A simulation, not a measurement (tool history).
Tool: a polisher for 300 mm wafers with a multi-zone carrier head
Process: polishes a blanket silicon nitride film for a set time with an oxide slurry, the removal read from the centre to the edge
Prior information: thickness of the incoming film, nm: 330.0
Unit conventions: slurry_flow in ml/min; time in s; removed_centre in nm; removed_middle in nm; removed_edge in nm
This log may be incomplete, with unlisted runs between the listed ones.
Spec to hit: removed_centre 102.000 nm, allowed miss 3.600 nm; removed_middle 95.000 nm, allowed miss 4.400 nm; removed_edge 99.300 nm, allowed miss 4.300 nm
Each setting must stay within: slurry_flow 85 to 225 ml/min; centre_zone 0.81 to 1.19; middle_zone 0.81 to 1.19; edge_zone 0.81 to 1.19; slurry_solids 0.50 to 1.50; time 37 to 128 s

run  hour  slurry_flow  centre_zone  middle_zone  edge_zone  slurry_solids  time  removed_centre  removed_middle  removed_edge
  1   0.0          145         1.00         1.00       1.00           1.00    82          60.785          62.900        63.186
  2   8.2          145         1.00         1.00       1.00           1.00    75          55.638          58.810        57.308
  3  14.4          160         1.00         1.00       1.00           1.00    75          56.230          58.927        57.095
  4  16.1          160         1.00         1.00       1.00           1.00    54          41.352          42.476        42.424
  5  20.9          160         1.01         1.00       1.01           1.05    59          45.343          48.152        47.727
  6  21.5          160         1.09         1.00       1.01           1.05    59          48.565          48.465        47.395
  7  29.8          165         1.10         0.99       1.02           1.10    63          54.391          53.400        52.876
  8  31.5          170         1.11         0.99       1.03           1.15    66          59.319          56.003        55.685
  9  36.1          160         1.05         1.00       1.13           1.40    89          82.564          82.272        84.953
 10  42.2          195         1.12         1.01       1.19           1.50    94          96.983          92.236        99.956
 11  50.1          195         1.13         1.01       1.19           1.50    94          97.280          95.336        96.919
 12  58.4          195         1.13         1.00       1.19           1.50    94          95.858          90.637        98.159
 13  62.5          195         1.13         1.00       1.19           1.50    94          98.952          92.010        99.644

Of the 5 settings listed for the next run, only one would bring every result within its allowed miss of target. Which one?
  A  66.6          220         1.16         0.90       1.14           1.40    96               ?               ?             ?
  B  66.6          195         1.17         1.00       1.16           1.50    96               ?               ?             ?
  C  66.6          185         1.10         1.01       1.19           1.50    92               ?               ?             ?
  D  66.6          220         1.06         0.96       1.19           1.45    95               ?               ?             ?
  E  66.6          200         1.05         0.92       1.17           1.50    96               ?               ?             ?

move  removed_centre  removed_middle  removed_edge
   A         100.440          86.432        97.298
   B         102.320          95.567        99.659
   C          92.294          91.715        96.259
   D          93.461          91.607        99.808
   E          93.653          89.458       100.460
A: meets the target for the result that was furthest off, but another lies outside its allowed miss
B: in spec on every target
C: the biggest miss grows against the last run
D: the biggest miss grows against the last run
E: the biggest miss grows against the last run
Go with B: it meets all targets.
